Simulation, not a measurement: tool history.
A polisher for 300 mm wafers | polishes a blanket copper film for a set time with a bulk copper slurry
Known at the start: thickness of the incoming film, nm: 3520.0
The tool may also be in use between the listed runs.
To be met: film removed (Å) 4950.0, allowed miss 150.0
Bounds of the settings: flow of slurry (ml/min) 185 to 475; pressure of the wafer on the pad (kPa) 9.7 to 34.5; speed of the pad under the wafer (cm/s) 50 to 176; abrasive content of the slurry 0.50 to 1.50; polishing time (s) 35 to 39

| run | hour | flow of slurry (ml/min) | pressure of the wafer on the pad (kPa) | speed of the pad under the wafer (cm/s) | abrasive content of the slurry | polishing time (s) | film removed (Å) |
|---|---|---|---|---|---|---|---|
| 1 | 0.0 | 305 | 22.1 | 112 | 1.00 | 39 | 3684.6 |
| 2 | 8.3 | 305 | 22.1 | 90 | 1.00 | 39 | 3083.3 |
| 3 | 17.2 | 305 | 22.1 | 90 | 0.90 | 39 | 3023.6 |
| 4 | 22.9 | 305 | 22.1 | 90 | 0.90 | 35 | 2675.9 |
| 5 | 27.5 | 305 | 22.1 | 102 | 0.90 | 35 | 3007.1 |
| 6 | 30.5 | 305 | 22.1 | 102 | 0.90 | 35 | 2992.8 |
| 7 | 33.7 | 305 | 25.5 | 102 | 0.90 | 35 | 3452.7 |
|  | 41.0 | worn pad replaced by a new one |
| 8 | 41.0 | 305 | 28.3 | 102 | 0.90 | 35 | 4118.2 |
| 9 | 41.9 | 305 | 29.6 | 102 | 0.90 | 35 | 4418.3 |
| 10 | 48.4 | 305 | 30.3 | 102 | 0.90 | 35 | 4432.9 |
| 11 | 57.3 | 305 | 31.0 | 102 | 0.90 | 35 | 4557.6 |

Which of these 5 next moves meets every target?
| A | 66.2 | 215 | 31.7 | 96 | 1.00 | 35 | ? |
| B | 66.2 | 340 | 30.3 | 90 | 0.85 | 36 | ? |
| C | 66.2 | 355 | 33.8 | 100 | 0.85 | 36 | ? |
| D | 66.2 | 355 | 27.6 | 102 | 0.95 | 38 | ? |
| E | 66.2 | 315 | 32.4 | 96 | 0.75 | 36 | ? |

| move | film removed (Å) |
|---|---|
| A | 4366.8 |
| B | 4127.8 |
| C | 5003.9 |
| D | 4496.2 |
| E | 4524.3 |
A: further off than the last run
B: further off than the last run
C: meets every target
D: further off than the last run
E: further off than the last run
Move C is the one to make.
